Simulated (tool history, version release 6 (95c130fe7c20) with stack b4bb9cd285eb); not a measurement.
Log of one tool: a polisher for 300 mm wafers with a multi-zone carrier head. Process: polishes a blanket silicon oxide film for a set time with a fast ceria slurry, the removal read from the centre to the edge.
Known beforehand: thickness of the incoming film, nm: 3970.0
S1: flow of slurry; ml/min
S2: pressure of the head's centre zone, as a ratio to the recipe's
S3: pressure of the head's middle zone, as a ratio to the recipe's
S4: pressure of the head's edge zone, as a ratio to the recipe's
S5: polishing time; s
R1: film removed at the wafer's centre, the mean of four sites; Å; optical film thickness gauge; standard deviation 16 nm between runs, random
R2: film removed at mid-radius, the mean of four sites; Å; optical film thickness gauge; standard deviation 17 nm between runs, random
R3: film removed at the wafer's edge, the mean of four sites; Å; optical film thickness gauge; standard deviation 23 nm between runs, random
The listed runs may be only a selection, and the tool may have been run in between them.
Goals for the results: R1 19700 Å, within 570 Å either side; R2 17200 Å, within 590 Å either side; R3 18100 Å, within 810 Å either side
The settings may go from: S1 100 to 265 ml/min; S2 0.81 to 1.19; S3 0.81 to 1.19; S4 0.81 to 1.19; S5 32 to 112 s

run 1 hour=0 | S1=170 S2=1 S3=1 S4=1 S5=72 | R1=15663 R2=15603 R3=15054
run 2 hour=1.8 | S1=170 S2=1 S3=1 S4=1 S5=60 | R1=12981 R2=12853 R3=12985
run 3 hour=9.1 | S1=170 S2=1 S3=1 S4=0.96 S5=60 | R1=13107 R2=12743 R3=12465
run 4 hour=15 | S1=170 S2=1 S3=1 S4=0.96 S5=74 | R1=16197 R2=15931 R3=15752
run 5 hour=20 | S1=170 S2=1 S3=0.93 S4=0.96 S5=74 | R1=16072 R2=14862 R3=15551
run 6 hour=23.6 | S1=130 S2=1 S3=0.93 S4=0.96 S5=74 | R1=15221 R2=14142 R3=14885
run 7 hour=24.2 | S1=140 S2=1.01 S3=0.93 S4=0.97 S5=74 | R1=15716 R2=14401 R3=15253
run 8 hour=25.2 | S1=150 S2=1.02 S3=0.93 S4=0.98 S5=74 | R1=16047 R2=14208 R3=15628
run 9 hour=31.3 | S1=160 S2=1.03 S3=0.94 S4=0.98 S5=74 | R1=16561 R2=14946 R3=15950
run 10 hour=32.8 | S1=170 S2=1.04 S3=0.94 S4=0.98 S5=74 | R1=16567 R2=14955 R3=15802
run 11 hour=39.6 | S1=175 S2=1.05 S3=0.94 S4=0.99 S5=74 | R1=17103 R2=15075 R3=16072
run 12 hour=43.5 | S1=180 S2=1.06 S3=0.94 S4=1 S5=74 | R1=17222 R2=15441 R3=16014
run 13 hour=44.8 | S1=185 S2=1.07 S3=0.94 S4=1.01 S5=74 | R1=17339 R2=14975 R3=16194
run 14 hour=52.9 | S1=225 S2=1.11 S3=1.04 S4=1.05 S5=80 | R1=19656 R2=18362 R3=18322

Pick the move, out of 5, that brings all results within their allowed miss; only one does.
run A hour=61 | S1=180 S2=1.16 S3=0.85 S4=0.99 S5=83 | R1=? R2=? R3=?
run B hour=61 | S1=190 S2=1.14 S3=0.9 S4=1.08 S5=79 | R1=? R2=? R3=?
run C hour=61 | S1=235 S2=1.16 S3=0.9 S4=1.03 S5=80 | R1=? R2=? R3=?
run D hour=61 | S1=215 S2=1.19 S3=1.06 S4=1.19 S5=75 | R1=? R2=? R3=?
run E hour=61 | S1=235 S2=1.03 S3=1.17 S4=1.04 S5=81 | R1=? R2=? R3=?

move=A R1=20759 R2=15351 R3=18377
move=B R1=19663 R2=15431 R3=18344
move=C R1=20793 R2=16050 R3=18508
move=D R1=19675 R2=17077 R3=18483
move=E R1=19246 R2=20306 R3=18761
A: moves the result that the last run missed by most past its target, out the other side
B: moves the result that the last run missed by most past its target, out the other side
C: moves the result that the last run missed by most past its target, out the other side
D: every result lands within tolerance
E: its largest miss is bigger than the last run's
Go with D: it meets all targets.
